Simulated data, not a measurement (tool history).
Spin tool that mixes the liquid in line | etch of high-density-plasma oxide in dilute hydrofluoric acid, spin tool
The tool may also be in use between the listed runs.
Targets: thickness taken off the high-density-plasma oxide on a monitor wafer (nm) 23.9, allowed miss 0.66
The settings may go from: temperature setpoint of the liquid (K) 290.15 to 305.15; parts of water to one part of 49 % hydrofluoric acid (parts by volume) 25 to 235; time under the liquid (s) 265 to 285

| run | hour | temperature setpoint of the liquid (K) | parts of water to one part of 49 % hydrofluoric acid (parts by volume) | time under the liquid (s) | thickness taken off the high-density-plasma oxide on a monitor wafer (nm) |
|---|---|---|---|---|---|
| 1 | 0 | 297.15 | 130 | 265 | 15.573 |
| 2 | 8.5 | 297.15 | 100 | 265 | 20.933 |
| 3 | 10.6 | 298.15 | 100 | 265 | 21.561 |
| 4 | 18.2 | 295.15 | 100 | 265 | 19.447 |
| 5 | 20.3 | 297.65 | 100 | 265 | 21.087 |
| 6 | 21.9 | 298.65 | 100 | 265 | 22.164 |
| 7 | 29.4 | 299.15 | 100 | 265 | 22.596 |
| 8 | 37.6 | 299.65 | 100 | 265 | 23.193 |

Which of these 5 next moves meets every target?
| A | 45.8 | 301.15 | 110 | 265 | ? |
| B | 45.8 | 299.15 | 95 | 265 | ? |
| C | 45.8 | 297.15 | 100 | 285 | ? |
| D | 45.8 | 299.65 | 110 | 285 | ? |
| E | 45.8 | 300.15 | 105 | 265 | ? |

| move | thickness taken off the high-density-plasma oxide on a monitor wafer (nm) |
|---|---|
| A | 21.829 |
| B | 23.869 |
| C | 22.4 |
| D | 22.171 |
| E | 22.158 |
A: further off than the last run
B: meets every target
C: further off than the last run
D: further off than the last run
E: further off than the last run
The right move is B.
